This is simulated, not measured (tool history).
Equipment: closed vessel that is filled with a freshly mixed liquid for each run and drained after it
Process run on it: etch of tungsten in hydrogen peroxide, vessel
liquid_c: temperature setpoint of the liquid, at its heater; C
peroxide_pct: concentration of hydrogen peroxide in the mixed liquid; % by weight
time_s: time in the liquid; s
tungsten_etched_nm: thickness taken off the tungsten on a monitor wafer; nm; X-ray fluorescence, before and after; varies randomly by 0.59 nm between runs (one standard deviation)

| run | hour | liquid_c | peroxide_pct | time_s | tungsten_etched_nm |
|---|---|---|---|---|---|
| 1 | 0.0 | 46.0 | 18 | 30 | 62.847 |
| 2 | 8.4 | 46.0 | 21 | 30 | 68.375 |
| 3 | 15.4 | 46.0 | 21 | 30 | 68.529 |
| 4 | 22.9 | 46.0 | 25 | 30 | 74.737 |
| 5 | 24.0 | 46.0 | 25 | 30 | 73.406 |
| 6 | 33.3 | 43.5 | 25 | 30 | 63.905 |

Run 7 comes next. What will it give?
| 7 | 36.4 | 44.0 | 25 | 30 | ? |

Logged for run 7: tungsten_etched_nm 65.854 nm.
